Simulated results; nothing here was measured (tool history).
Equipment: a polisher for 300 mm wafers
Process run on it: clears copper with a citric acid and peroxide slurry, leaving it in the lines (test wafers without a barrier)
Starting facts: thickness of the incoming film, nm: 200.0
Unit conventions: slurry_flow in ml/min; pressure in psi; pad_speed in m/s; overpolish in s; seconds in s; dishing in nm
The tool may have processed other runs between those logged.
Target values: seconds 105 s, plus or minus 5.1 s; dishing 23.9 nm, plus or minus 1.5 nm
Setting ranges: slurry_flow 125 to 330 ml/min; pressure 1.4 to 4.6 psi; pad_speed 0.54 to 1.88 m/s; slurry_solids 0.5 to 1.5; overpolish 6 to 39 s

| run | hour | slurry_flow | pressure | pad_speed | slurry_solids | overpolish | seconds | dishing |
|---|---|---|---|---|---|---|---|---|
| 1 | 0 | 210 | 3 | 1.2 | 1 | 20 | 67.589 | 38.481 |
| 2 | 2.6 | 210 | 3 | 1.2 | 1.15 | 20 | 65.191 | 41.115 |
| 3 | 10 | 235 | 3 | 1.2 | 1.15 | 20 | 63.068 | 42.165 |
| 4 | 18.8 | 235 | 3 | 1.2 | 1.15 | 14 | 64.894 | 29.965 |
| 5 | 22.1 | 230 | 2.7 | 1.18 | 1.15 | 15 | 73.463 | 29.075 |
|  | 25.1 | slurry nozzle cleaned |
| 6 | 25.1 | 200 | 2.7 | 1.18 | 1.15 | 15 | 72.543 | 29.16 |
| 7 | 33.3 | 200 | 2.7 | 1.18 | 1.15 | 15 | 72.017 | 28.698 |
| 8 | 38.7 | 200 | 2.4 | 1.18 | 1.15 | 16 | 80.943 | 27.374 |

Consider the 4 candidate settings below. Which is the only one whose results all fall within their allowed miss of target?
| A | 44.1 | 210 | 2.2 | 0.88 | 1.05 | 29 | ? | ? |
| B | 44.1 | 145 | 2.5 | 1.02 | 1.05 | 14 | ? | ? |
| C | 44.1 | 195 | 3.2 | 0.64 | 1.45 | 17 | ? | ? |
| D | 44.1 | 205 | 2.8 | 0.82 | 1.25 | 14 | ? | ? |

| move | seconds | dishing |
|---|---|---|
| A | 118.62 | 33.398 |
| B | 94.082 | 21.747 |
| C | 105.09 | 23.677 |
| D | 97.252 | 21.193 |
A: carries the result that was furthest off beyond its target, to the other side
B: moves toward the targets from the last run without getting all of them in spec
C: in spec on every target
D: moves toward the targets from the last run without getting all of them in spec
Answer: C

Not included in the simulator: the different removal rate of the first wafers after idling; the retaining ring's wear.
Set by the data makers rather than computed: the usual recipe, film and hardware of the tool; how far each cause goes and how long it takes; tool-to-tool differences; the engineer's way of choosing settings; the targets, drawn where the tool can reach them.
